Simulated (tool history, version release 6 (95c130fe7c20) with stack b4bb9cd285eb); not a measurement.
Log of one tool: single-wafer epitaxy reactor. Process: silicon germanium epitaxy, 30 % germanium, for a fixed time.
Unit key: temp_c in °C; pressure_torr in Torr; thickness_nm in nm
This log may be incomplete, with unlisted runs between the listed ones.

{"run": 1, "hour": 0.0, "temp_c": 620, "pressure_torr": 19.6, "thickness_nm": 83.525}
{"run": 2, "hour": 9.0, "temp_c": 616, "pressure_torr": 19.6, "thickness_nm": 77.535}
{"run": 3, "hour": 15.5, "temp_c": 608, "pressure_torr": 19.6, "thickness_nm": 65.526}
{"run": 4, "hour": 17.3, "temp_c": 611, "pressure_torr": 19.6, "thickness_nm": 69.829}
{"run": 5, "hour": 25.1, "temp_c": 613, "pressure_torr": 19.6, "thickness_nm": 73.045}
{"run": 6, "hour": 25.9, "temp_c": 606, "pressure_torr": 19.6, "thickness_nm": 62.421}
{"run": 7, "hour": 28.1, "temp_c": 609, "pressure_torr": 19.6, "thickness_nm": 67.214}
{"run": 8, "hour": 35.0, "temp_c": 612, "pressure_torr": 19.6, "thickness_nm": 71.596}

Run 9 is up next; what results do you expect?
{"run": 9, "hour": 40.8, "temp_c": 614, "pressure_torr": 19.6, "thickness_nm": "?"}

Run 9 produced thickness_nm 74.615 nm.

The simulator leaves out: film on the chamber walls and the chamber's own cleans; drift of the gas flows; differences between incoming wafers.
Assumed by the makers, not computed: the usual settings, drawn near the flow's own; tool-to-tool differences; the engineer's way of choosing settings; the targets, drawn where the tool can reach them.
